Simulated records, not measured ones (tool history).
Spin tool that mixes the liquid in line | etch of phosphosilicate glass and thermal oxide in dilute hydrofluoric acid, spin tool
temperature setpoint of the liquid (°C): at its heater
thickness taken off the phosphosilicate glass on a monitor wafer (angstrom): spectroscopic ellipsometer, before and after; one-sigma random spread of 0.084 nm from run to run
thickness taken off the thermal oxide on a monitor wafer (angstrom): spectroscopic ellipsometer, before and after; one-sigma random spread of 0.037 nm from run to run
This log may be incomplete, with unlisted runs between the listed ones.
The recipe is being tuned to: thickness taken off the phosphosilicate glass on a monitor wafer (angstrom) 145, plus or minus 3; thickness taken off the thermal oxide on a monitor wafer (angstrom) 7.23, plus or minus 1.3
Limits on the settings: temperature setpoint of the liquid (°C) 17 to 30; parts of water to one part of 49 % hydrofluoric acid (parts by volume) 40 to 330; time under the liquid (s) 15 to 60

run,hour,temperature setpoint of the liquid (°C),parts of water to one part of 49 % hydrofluoric acid (parts by volume),time under the liquid (s),thickness taken off the phosphosilicate glass on a monitor wafer (angstrom),thickness taken off the thermal oxide on a monitor wafer (angstrom)
1,0,22,185,30,111.25,5.5553
2,7.7,22,215,30,91.939,4.8231
3,10.6,20.5,215,30,87.985,4.3409
4,19.1,20.5,160,30,126.21,6.1261
5,24.9,21,160,30,128.53,6.1219
6,28.9,21,195,30,99.947,4.7765
# hour 31.2: hydrofluoric acid flow meter replaced
7,31.2,21,195,30,111.82,5.6084
8,33.5,21,190,30,114.43,5.5655
9,42.3,21,185,30,117.71,5.3525
10,45.3,21.5,180,30,124.4,6.6515

Consider the 5 candidate settings below. Which is the only one whose results all fall within their allowed miss of target?
A,48.3,17.5,130,30,?,?
B,48.3,22.5,205,30,?,?
C,48.3,25,190,30,?,?
D,48.3,22.5,175,30,?,?
E,48.3,17,135,30,?,?

move,thickness taken off the phosphosilicate glass on a monitor wafer (angstrom),thickness taken off the thermal oxide on a monitor wafer (angstrom)
A,156.13,7.1091
B,111.68,5.085
C,134.36,6.1177
D,135.01,6.1476
E,146.54,6.6725
A: moves the result that the last run missed by most past its target, out the other side
B: moves away from the targets compared with the last run
C: an improvement on the last run, though not all results are within tolerance
D: an improvement on the last run, though not all results are within tolerance
E: meets every target
The right move is E.
